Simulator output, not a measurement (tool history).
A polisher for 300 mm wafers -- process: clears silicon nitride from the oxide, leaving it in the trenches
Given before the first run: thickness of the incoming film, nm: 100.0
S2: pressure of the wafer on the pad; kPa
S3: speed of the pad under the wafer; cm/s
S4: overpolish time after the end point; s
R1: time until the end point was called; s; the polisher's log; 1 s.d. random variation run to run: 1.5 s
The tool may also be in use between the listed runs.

{"run": 1, "day": 0.0, "flow of slurry (ml/min)": 305, "S2": 20.7, "S3": 108, "S4": 37, "R1": 118.3}
{"run": 2, "day": 0.296, "flow of slurry (ml/min)": 305, "S2": 24.8, "S3": 108, "S4": 37, "R1": 108.78}
{"run": 3, "day": 0.471, "flow of slurry (ml/min)": 305, "S2": 25.5, "S3": 114, "S4": 37, "R1": 99.193}
{"run": 4, "day": 0.671, "flow of slurry (ml/min)": 375, "S2": 25.5, "S3": 114, "S4": 37, "R1": 97.636}
{"run": 5, "day": 0.9, "flow of slurry (ml/min)": 375, "S2": 25.5, "S3": 88, "S4": 37, "R1": 122.97}
{"run": 6, "day": 1.121, "flow of slurry (ml/min)": 375, "S2": 26.9, "S3": 96, "S4": 37, "R1": 110.24}
{"run": 7, "day": 1.446, "flow of slurry (ml/min)": 375, "S2": 27.6, "S3": 102, "S4": 37, "R1": 103.86}
{"run": 8, "day": 1.55, "flow of slurry (ml/min)": 375, "S2": 28.3, "S3": 108, "S4": 37, "R1": 95.357}
{"run": 9, "day": 1.85, "flow of slurry (ml/min)": 375, "S2": 29.0, "S3": 112, "S4": 37, "R1": 92.543}
{"run": 10, "day": 2.212, "flow of slurry (ml/min)": 375, "S2": 29.0, "S3": 112, "S4": 37, "R1": 91.342}
{"run": 11, "day": 2.546, "flow of slurry (ml/min)": 380, "S2": 31.7, "S3": 122, "S4": 37, "R1": 80.231}

Run 12 comes next. What will it give?
{"run": 12, "day": 2.612, "flow of slurry (ml/min)": 380, "S2": 31.7, "S3": 124, "S4": 37, "R1": "?"}

{"run 12": {"R1": 78.626}}
